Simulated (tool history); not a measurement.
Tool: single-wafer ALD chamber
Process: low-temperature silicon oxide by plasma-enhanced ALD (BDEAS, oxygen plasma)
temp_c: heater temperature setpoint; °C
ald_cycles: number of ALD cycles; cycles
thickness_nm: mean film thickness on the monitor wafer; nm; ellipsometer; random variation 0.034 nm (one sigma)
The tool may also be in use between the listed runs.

| run | day | temp_c | ald_cycles | thickness_nm |
|---|---|---|---|---|
| 1 | 0.000 | 85 | 63 | 10.0290 |
| 2 | 0.062 | 88 | 61 | 9.5835 |
| 3 | 0.138 | 96 | 61 | 9.4675 |
| 4 | 0.175 | 96 | 66 | 10.2650 |
| 5 | 0.379 | 96 | 61 | 9.4235 |
| 6 | 0.525 | 97 | 59 | 9.1317 |

Forecast run 7:
| 7 | 0.729 | 107 | 49 | ? |

{"run 7": {"thickness_nm": 7.3458}}
